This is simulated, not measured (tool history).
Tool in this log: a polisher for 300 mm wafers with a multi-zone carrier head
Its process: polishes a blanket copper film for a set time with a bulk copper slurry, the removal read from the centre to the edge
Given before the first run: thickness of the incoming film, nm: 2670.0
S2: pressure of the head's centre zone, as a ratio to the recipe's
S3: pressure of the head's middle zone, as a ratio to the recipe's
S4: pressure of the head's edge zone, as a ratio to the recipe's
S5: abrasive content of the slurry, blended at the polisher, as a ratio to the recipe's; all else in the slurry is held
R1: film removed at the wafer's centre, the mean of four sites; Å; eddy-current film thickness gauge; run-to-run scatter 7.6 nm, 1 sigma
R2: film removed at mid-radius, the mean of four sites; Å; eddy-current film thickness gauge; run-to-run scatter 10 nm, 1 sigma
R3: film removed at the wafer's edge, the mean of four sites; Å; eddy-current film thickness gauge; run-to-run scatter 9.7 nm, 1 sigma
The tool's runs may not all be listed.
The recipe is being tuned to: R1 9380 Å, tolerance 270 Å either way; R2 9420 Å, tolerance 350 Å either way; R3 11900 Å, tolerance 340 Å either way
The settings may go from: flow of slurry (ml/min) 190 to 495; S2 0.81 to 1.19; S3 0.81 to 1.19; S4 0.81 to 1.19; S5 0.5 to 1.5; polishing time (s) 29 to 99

run 1 hour=0 | flow_of_slurry_(ml/min)=320 S2=1 S3=1 S4=1 S5=1 polishing_time_(s)=64 | R1=10963 R2=10574 R3=10998
run 2 hour=1.7 | flow_of_slurry_(ml/min)=320 S2=1 S3=1.03 S4=1 S5=1 polishing_time_(s)=64 | R1=11043 R2=10749 R3=10872
run 3 hour=4.5 | flow_of_slurry_(ml/min)=320 S2=1 S3=1.03 S4=1 S5=1.1 polishing_time_(s)=64 | R1=11235 R2=10981 R3=11112
run 4 hour=6 | flow_of_slurry_(ml/min)=320 S2=1.03 S3=1.03 S4=1 S5=1.1 polishing_time_(s)=64 | R1=11491 R2=10881 R3=11081
run 5 hour=7.7 | flow_of_slurry_(ml/min)=315 S2=1 S3=1 S4=1.02 S5=1.1 polishing_time_(s)=64 | R1=11135 R2=11014 R3=11197
run 6 hour=8.5 | flow_of_slurry_(ml/min)=315 S2=1 S3=1 S4=1.02 S5=1.1 polishing_time_(s)=77 | R1=13411 R2=13208 R3=13324
run 7 hour=15.3 | flow_of_slurry_(ml/min)=320 S2=0.98 S3=0.97 S4=1.05 S5=1 polishing_time_(s)=76 | R1=12794 R2=12232 R3=13373
run 8 hour=21.6 | flow_of_slurry_(ml/min)=270 S2=0.88 S3=0.87 S4=0.99 S5=0.75 polishing_time_(s)=73 | R1=10231 R2=10131 R3=11766

Of the 4 settings listed for the next run, only one would bring every result within its allowed miss of target. Which one?
run A hour=27.9 | flow_of_slurry_(ml/min)=280 S2=0.81 S3=0.86 S4=1.16 S5=0.55 polishing_time_(s)=72 | R1=? R2=? R3=?
run B hour=27.9 | flow_of_slurry_(ml/min)=265 S2=0.85 S3=0.86 S4=0.97 S5=0.8 polishing_time_(s)=68 | R1=? R2=? R3=?
run C hour=27.9 | flow_of_slurry_(ml/min)=220 S2=0.81 S3=1.01 S4=1.03 S5=0.7 polishing_time_(s)=74 | R1=? R2=? R3=?
run D hour=27.9 | flow_of_slurry_(ml/min)=240 S2=0.81 S3=0.81 S4=1.02 S5=0.65 polishing_time_(s)=75 | R1=? R2=? R3=?

move=A R1=8936.3 R2=9312.1 R3=12000
move=B R1=9364.8 R2=9300.4 R3=10976
move=C R1=9334.6 R2=11140 R3=11856
move=D R1=9415.3 R2=9360.2 R3=11917
A: the result that was furthest off in the last run now lies on the other side of its target
B: brings the last run's worst result on target, with another outside its allowed miss
C: brings the last run's worst result on target, with another outside its allowed miss
D: each result inside its tolerance
D is the move that brings every result within its allowed miss.
